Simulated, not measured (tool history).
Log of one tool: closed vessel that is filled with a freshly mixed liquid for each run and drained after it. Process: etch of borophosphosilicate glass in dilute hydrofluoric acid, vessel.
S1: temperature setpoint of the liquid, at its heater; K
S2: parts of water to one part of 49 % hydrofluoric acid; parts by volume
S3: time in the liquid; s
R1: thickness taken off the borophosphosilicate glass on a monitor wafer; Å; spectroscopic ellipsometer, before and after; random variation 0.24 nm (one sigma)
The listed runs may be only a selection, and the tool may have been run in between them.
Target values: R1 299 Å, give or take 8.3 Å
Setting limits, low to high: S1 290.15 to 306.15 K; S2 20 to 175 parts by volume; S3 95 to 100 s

{"run": 1, "hour": 0.0, "S1": 298.15, "S2": 95, "S3": 95, "R1": 390.8}
{"run": 2, "hour": 1.0, "S1": 297.15, "S2": 95, "S3": 95, "R1": 382.82}
{"run": 3, "hour": 8.9, "S1": 293.65, "S2": 95, "S3": 95, "R1": 330.9}
{"run": 4, "hour": 10.7, "S1": 293.15, "S2": 95, "S3": 95, "R1": 321.68}
{"run": 5, "hour": 19.3, "S1": 293.15, "S2": 120, "S3": 95, "R1": 251.08}
{"run": 6, "hour": 22.6, "S1": 293.15, "S2": 90, "S3": 95, "R1": 344.7}
{"hour": 24.5, "done": "hydrofluoric acid flow meter replaced"}
{"run": 7, "hour": 24.5, "S1": 292.65, "S2": 90, "S3": 95, "R1": 358.52}
{"run": 8, "hour": 31.1, "S1": 292.15, "S2": 90, "S3": 95, "R1": 357.13}

Exactly one of the 5 candidate moves below puts every result within its allowed miss. Which one?
{"run": "A", "hour": 37.7, "S1": 293.65, "S2": 110, "S3": 95, "R1": "?"}
{"run": "B", "hour": 37.7, "S1": 290.15, "S2": 95, "S3": 100, "R1": "?"}
{"run": "C", "hour": 37.7, "S1": 291.65, "S2": 95, "S3": 95, "R1": "?"}
{"run": "D", "hour": 37.7, "S1": 291.15, "S2": 95, "S3": 95, "R1": "?"}
{"run": "E", "hour": 37.7, "S1": 291.15, "S2": 70, "S3": 100, "R1": "?"}

move=A R1=297.69
move=B R1=318.94
move=C R1=322.71
move=D R1=316.03
move=E R1=463.99
A: all results land within tolerance of their targets
B: closer than the last run, but not yet in spec
C: closer than the last run, but not yet in spec
D: closer than the last run, but not yet in spec
E: further off than the last run
Move A is the one to make.

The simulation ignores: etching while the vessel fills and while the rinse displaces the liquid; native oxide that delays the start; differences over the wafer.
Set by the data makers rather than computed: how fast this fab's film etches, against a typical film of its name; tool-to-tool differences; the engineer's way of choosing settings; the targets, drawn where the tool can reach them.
